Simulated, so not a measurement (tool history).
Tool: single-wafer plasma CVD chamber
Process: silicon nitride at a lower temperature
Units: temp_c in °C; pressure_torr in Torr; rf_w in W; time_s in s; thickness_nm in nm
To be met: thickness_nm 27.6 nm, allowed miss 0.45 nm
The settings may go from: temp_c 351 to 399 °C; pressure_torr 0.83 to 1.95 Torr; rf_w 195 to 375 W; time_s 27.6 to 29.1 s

| run | hour | temp_c | pressure_torr | rf_w | time_s | thickness_nm |
|---|---|---|---|---|---|---|
| 1 | 0 | 375 | 1.39 | 285 | 29.1 | 31.794 |
| 2 | 2.8 | 369 | 1.39 | 285 | 29.1 | 32.037 |
| 3 | 3.8 | 369 | 1.31 | 280 | 29.1 | 30.976 |
| 4 | 6.1 | 376 | 1.31 | 280 | 29.1 | 31.164 |
| 5 | 13.6 | 376 | 1.26 | 275 | 29.1 | 30.047 |
| 6 | 21 | 376 | 1.22 | 275 | 29.1 | 29.935 |
|  | 28.6 | RF generator calibrated |
| 7 | 28.6 | 376 | 1.18 | 275 | 29.1 | 30.618 |
| 8 | 30.3 | 376 | 1.18 | 275 | 29.1 | 30.684 |
| 9 | 37.4 | 376 | 1.18 | 270 | 29.1 | 30.25 |
| 10 | 43 | 376 | 1.17 | 265 | 29.1 | 29.885 |
| 11 | 46 | 376 | 1.15 | 260 | 29.1 | 29.218 |
| 12 | 50.1 | 376 | 1.15 | 260 | 29.1 | 29.287 |
| 13 | 53.7 | 376 | 1.14 | 255 | 29.1 | 29 |

Which of these 4 next moves meets every target?
| A | 57.3 | 372 | 1.18 | 265 | 28.4 | ? |
| B | 57.3 | 374 | 1.1 | 255 | 28.1 | ? |
| C | 57.3 | 371 | 1.18 | 290 | 29.1 | ? |
| D | 57.3 | 376 | 1.32 | 285 | 28.4 | ? |

| move | thickness_nm |
|---|---|
| A | 29.005 |
| B | 27.409 |
| C | 31.487 |
| D | 31.309 |
A: as far off as the last run
B: meets every target
C: further off than the last run
D: further off than the last run
The right move is B.
